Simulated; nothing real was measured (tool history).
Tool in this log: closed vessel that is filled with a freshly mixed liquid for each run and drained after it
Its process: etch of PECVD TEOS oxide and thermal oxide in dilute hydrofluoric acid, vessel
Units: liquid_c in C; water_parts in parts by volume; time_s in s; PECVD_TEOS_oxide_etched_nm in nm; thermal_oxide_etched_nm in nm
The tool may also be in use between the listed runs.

{"run": 1, "hour": 0.0, "liquid_c": 25, "water_parts": 45, "time_s": 60, "PECVD_TEOS_oxide_etched_nm": 28.478, "thermal_oxide_etched_nm": 6.7791}
{"run": 2, "hour": 2.1, "liquid_c": 23.5, "water_parts": 45, "time_s": 60, "PECVD_TEOS_oxide_etched_nm": 27.133, "thermal_oxide_etched_nm": 6.3431}
{"run": 3, "hour": 5.5, "liquid_c": 26, "water_parts": 45, "time_s": 60, "PECVD_TEOS_oxide_etched_nm": 29.747, "thermal_oxide_etched_nm": 7.0247}
{"run": 4, "hour": 6.3, "liquid_c": 24.5, "water_parts": 45, "time_s": 60, "PECVD_TEOS_oxide_etched_nm": 27.803, "thermal_oxide_etched_nm": 6.6563}
{"run": 5, "hour": 15.1, "liquid_c": 26, "water_parts": 45, "time_s": 60, "PECVD_TEOS_oxide_etched_nm": 29.768, "thermal_oxide_etched_nm": 7.1141}
{"run": 6, "hour": 17.5, "liquid_c": 27.5, "water_parts": 45, "time_s": 60, "PECVD_TEOS_oxide_etched_nm": 32.083, "thermal_oxide_etched_nm": 7.5022}
{"run": 7, "hour": 19.1, "liquid_c": 26, "water_parts": 45, "time_s": 60, "PECVD_TEOS_oxide_etched_nm": 29.585, "thermal_oxide_etched_nm": 7.0293}
{"run": 8, "hour": 27.5, "liquid_c": 24.5, "water_parts": 45, "time_s": 60, "PECVD_TEOS_oxide_etched_nm": 28.706, "thermal_oxide_etched_nm": 6.6526}

Run 9 comes next. What will it give?
{"run": 9, "hour": 30.5, "liquid_c": 23.5, "water_parts": 45, "time_s": 60, "PECVD_TEOS_oxide_etched_nm": "?", "thermal_oxide_etched_nm": "?"}

PECVD_TEOS_oxide_etched_nm: 27.289 nm
thermal_oxide_etched_nm: 6.4459 nm

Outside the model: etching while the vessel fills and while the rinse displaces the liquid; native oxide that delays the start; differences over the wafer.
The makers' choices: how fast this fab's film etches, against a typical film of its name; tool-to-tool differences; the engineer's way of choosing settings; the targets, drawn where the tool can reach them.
